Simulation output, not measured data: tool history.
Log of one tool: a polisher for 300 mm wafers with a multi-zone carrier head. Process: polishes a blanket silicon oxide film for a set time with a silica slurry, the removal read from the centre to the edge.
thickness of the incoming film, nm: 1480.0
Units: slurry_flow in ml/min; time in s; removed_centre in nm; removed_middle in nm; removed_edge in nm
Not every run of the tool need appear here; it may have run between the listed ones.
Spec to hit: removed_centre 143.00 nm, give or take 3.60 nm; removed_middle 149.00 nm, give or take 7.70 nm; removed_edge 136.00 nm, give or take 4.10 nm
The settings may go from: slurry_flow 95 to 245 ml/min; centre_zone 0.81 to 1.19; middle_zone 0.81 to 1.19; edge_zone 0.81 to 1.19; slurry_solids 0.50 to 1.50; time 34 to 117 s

run  hour  slurry_flow  centre_zone  middle_zone  edge_zone  slurry_solids  time  removed_centre  removed_middle  removed_edge
  1   0.0          155         1.00         1.00       1.00           1.00    75          227.63          232.58        230.63
  2   0.8          155         1.00         1.07       1.00           1.00    75          228.55          252.79        227.81
  3   8.3          155         1.00         1.10       1.00           1.00    75          228.75          251.53        227.59
  4  15.6          155         1.00         1.10       1.00           1.15    75          244.62          273.66        241.98
  5  17.8          155         1.00         1.10       1.00           1.05    75          235.72          262.05        236.50
  6  20.9          155         1.00         1.05       1.00           1.05    75          237.66          250.74        233.29
  7  21.5          140         0.91         0.95       0.90           0.80    60          145.09          155.50        152.55
  8  28.3          135         0.92         0.95       0.88           0.80    60          143.61          154.79        149.01
  9  31.4          135         0.93         0.95       0.87           0.80    60          145.61          158.61        149.64
     32.9  -- worn pad replaced by a new one
 10  32.9          135         0.94         0.94       0.86           0.80    60          162.69          174.23        165.79

Consider the 4 candidate settings below. Which is the only one whose results all fall within their allowed miss of target?
  A  34.4          160         1.15         1.19       0.96           0.75    46               ?               ?             ?
  B  34.4          150         0.97         0.85       0.93           0.70    57               ?               ?             ?
  C  34.4          145         0.97         0.97       0.83           0.75    52               ?               ?             ?
  D  34.4          160         0.92         0.89       0.92           0.65    55               ?               ?             ?

move  removed_centre  removed_middle  removed_edge
   A          155.50          163.15        131.37
   B          152.76          143.91        152.78
   C          144.49          151.93        137.31
   D          135.07          139.18        140.91
A: takes the result that was furthest off past its target
B: better than the last run, though not everything is in spec
C: all results land within tolerance of their targets
D: better than the last run, though not everything is in spec
C is the move that brings every result within its allowed miss.

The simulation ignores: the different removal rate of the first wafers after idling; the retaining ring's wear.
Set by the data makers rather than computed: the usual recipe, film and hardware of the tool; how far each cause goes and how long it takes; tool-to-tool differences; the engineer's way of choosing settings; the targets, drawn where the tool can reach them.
